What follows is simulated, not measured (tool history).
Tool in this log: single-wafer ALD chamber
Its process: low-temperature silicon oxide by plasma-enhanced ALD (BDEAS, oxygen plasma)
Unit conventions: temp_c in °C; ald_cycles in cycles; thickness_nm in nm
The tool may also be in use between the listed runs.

run,hour,temp_c,ald_cycles,thickness_nm
1,0.0,90,46,7.0094
2,1.6,87,47,7.2261
3,6.0,84,48,7.4133
4,13.4,84,54,8.3727
5,15.0,84,57,8.8295
6,19.0,84,61,9.4617
7,22.7,88,61,9.3515
8,30.2,91,61,9.2528
9,31.8,91,61,9.2462

The next listed run, before its measurement:
10,34.2,94,61,?

thickness_nm: 9.1291 nm

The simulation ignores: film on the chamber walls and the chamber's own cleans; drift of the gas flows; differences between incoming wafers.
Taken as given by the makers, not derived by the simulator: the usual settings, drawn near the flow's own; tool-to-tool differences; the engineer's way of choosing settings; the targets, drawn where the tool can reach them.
